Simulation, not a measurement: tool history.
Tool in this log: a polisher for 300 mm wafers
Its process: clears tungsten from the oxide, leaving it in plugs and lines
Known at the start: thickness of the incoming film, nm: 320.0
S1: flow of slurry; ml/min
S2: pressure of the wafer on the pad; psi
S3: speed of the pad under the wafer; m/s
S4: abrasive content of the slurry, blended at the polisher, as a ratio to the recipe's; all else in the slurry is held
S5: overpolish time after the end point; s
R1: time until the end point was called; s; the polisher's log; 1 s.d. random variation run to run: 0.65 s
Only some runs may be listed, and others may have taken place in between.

run	hour	S1	S2	S3	S4	S5	R1
1	0	145	4.8	1.26	1	11	35.839
2	5.2	145	3.6	1.26	1	11	46.131
3	9.7	145	3.6	1.38	1	11	42.89
4	12.4	145	4.2	1.38	1	11	36.754
5	14.9	145	4	1.38	1	11	38.21
6	21.9	145	3.8	1.38	1	11	40.732
7	27.5	145	3.7	1.38	1	11	42.042

Run 8 is up next; what results do you expect?
8	30.1	145	3.6	1.38	1	11	?

{"run 8": {"R1": 44.391}}

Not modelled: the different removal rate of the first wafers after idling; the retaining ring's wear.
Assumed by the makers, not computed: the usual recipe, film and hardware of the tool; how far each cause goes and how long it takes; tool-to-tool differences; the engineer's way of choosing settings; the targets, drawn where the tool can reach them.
